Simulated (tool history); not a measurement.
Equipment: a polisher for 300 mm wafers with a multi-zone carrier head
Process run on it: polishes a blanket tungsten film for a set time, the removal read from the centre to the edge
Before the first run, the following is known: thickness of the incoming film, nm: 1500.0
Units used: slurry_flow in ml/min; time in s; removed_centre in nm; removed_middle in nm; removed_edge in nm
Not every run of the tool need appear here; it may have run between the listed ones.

| run | hour | slurry_flow | centre_zone | middle_zone | edge_zone | slurry_solids | time | removed_centre | removed_middle | removed_edge |
|---|---|---|---|---|---|---|---|---|---|---|
| 1 | 0 | 125 | 1 | 1 | 1 | 1 | 57 | 421.54 | 414.65 | 404 |
| 2 | 2.8 | 155 | 1 | 1 | 1 | 1 | 57 | 446.08 | 432.88 | 423.34 |
| 3 | 5.6 | 155 | 1 | 1 | 1.04 | 1 | 57 | 441.87 | 431.52 | 439.18 |
| 4 | 11.4 | 185 | 1 | 1 | 1.04 | 1 | 57 | 443.9 | 452.8 | 442.26 |
| 5 | 19.5 | 185 | 1 | 1 | 1.04 | 1 | 43 | 346.52 | 340.43 | 328.35 |
| 6 | 23.4 | 180 | 0.97 | 1 | 1.01 | 0.9 | 43 | 321.04 | 331.76 | 322.81 |

What will run 7 give?
| 7 | 23.9 | 175 | 0.96 | 1.01 | 0.98 | 0.85 | 42 | ? | ? | ? |

removed_centre: 320.61 nm
removed_middle: 322.88 nm
removed_edge: 306.04 nm

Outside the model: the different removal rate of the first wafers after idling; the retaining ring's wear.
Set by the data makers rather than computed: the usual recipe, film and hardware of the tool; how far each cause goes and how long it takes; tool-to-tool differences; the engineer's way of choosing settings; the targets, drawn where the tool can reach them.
